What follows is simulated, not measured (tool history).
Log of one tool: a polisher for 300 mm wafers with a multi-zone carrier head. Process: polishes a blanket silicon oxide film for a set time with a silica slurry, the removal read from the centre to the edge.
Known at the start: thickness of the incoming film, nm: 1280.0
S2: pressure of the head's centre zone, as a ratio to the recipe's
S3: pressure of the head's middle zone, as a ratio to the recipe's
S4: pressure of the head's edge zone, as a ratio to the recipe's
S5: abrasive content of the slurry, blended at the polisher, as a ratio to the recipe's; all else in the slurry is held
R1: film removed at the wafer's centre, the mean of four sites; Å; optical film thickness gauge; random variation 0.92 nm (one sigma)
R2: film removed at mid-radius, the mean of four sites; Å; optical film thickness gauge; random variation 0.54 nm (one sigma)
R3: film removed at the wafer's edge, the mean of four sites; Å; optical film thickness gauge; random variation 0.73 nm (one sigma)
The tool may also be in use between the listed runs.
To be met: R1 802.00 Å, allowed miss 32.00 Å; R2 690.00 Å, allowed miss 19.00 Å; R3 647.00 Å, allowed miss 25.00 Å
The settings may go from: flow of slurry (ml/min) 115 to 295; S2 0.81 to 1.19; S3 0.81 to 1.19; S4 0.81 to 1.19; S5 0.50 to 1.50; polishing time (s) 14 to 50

run 1 hour=0.0 | flow_of_slurry_(ml/min)=190 S2=1.00 S3=1.00 S4=1.00 S5=1.00 polishing_time_(s)=32 | R1=1025.50 R2=986.73 R3=1000.70
run 2 hour=4.9 | flow_of_slurry_(ml/min)=190 S2=1.03 S3=1.00 S4=0.95 S5=0.85 polishing_time_(s)=31 | R1=946.46 R2=898.19 R3=857.49
run 3 hour=9.8 | flow_of_slurry_(ml/min)=190 S2=0.99 S3=1.00 S4=0.95 S5=0.85 polishing_time_(s)=31 | R1=898.26 R2=901.67 R3=853.58
run 4 hour=10.7 | flow_of_slurry_(ml/min)=190 S2=0.99 S3=1.00 S4=0.90 S5=0.85 polishing_time_(s)=31 | R1=907.11 R2=906.67 R3=852.59
run 5 hour=12.8 | flow_of_slurry_(ml/min)=190 S2=0.99 S3=1.00 S4=0.82 S5=0.85 polishing_time_(s)=31 | R1=924.01 R2=901.06 R3=796.29
run 6 hour=18.4 | flow_of_slurry_(ml/min)=185 S2=1.01 S3=0.97 S4=0.82 S5=0.75 polishing_time_(s)=31 | R1=860.56 R2=809.49 R3=749.54
run 7 hour=22.5 | flow_of_slurry_(ml/min)=175 S2=1.11 S3=0.98 S4=0.81 S5=0.50 polishing_time_(s)=30 | R1=701.62 R2=604.13 R3=550.51
run 8 hour=28.8 | flow_of_slurry_(ml/min)=200 S2=1.11 S3=0.98 S4=0.83 S5=0.50 polishing_time_(s)=30 | R1=706.54 R2=610.98 R3=573.11
run 9 hour=30.2 | flow_of_slurry_(ml/min)=205 S2=1.12 S3=0.99 S4=0.84 S5=0.55 polishing_time_(s)=30 | R1=777.25 R2=665.63 R3=608.99
run 10 hour=33.5 | flow_of_slurry_(ml/min)=205 S2=1.12 S3=0.99 S4=0.84 S5=0.55 polishing_time_(s)=30 | R1=768.99 R2=660.92 R3=614.79
run 11 hour=40.7 | flow_of_slurry_(ml/min)=205 S2=1.12 S3=0.99 S4=0.84 S5=0.55 polishing_time_(s)=30 | R1=790.99 R2=663.02 R3=606.11

5 next moves are on the table. One of them brings every result within its allowed miss. Which?
run A hour=47.9 | flow_of_slurry_(ml/min)=255 S2=1.17 S3=0.98 S4=0.81 S5=0.55 polishing_time_(s)=28 | R1=? R2=? R3=?
run B hour=47.9 | flow_of_slurry_(ml/min)=170 S2=1.10 S3=0.98 S4=0.84 S5=0.65 polishing_time_(s)=29 | R1=? R2=? R3=?
run C hour=47.9 | flow_of_slurry_(ml/min)=230 S2=1.06 S3=0.87 S4=0.90 S5=0.65 polishing_time_(s)=28 | R1=? R2=? R3=?
run D hour=47.9 | flow_of_slurry_(ml/min)=185 S2=1.16 S3=1.15 S4=0.81 S5=0.65 polishing_time_(s)=26 | R1=? R2=? R3=?
run E hour=47.9 | flow_of_slurry_(ml/min)=240 S2=1.19 S3=0.98 S4=0.81 S5=0.50 polishing_time_(s)=29 | R1=? R2=? R3=?

move=A R1=769.72 R2=637.05 R3=577.34
move=B R1=780.12 R2=692.03 R3=647.28
move=C R1=765.39 R2=641.79 R3=669.15
move=D R1=751.39 R2=712.66 R3=576.38
move=E R1=752.32 R2=612.54 R3=556.21
A: further off than the last run
B: meets every target
C: brings the result that was furthest off to its target, and leaves another outside
D: further off than the last run
E: further off than the last run
Move B is the one to make.
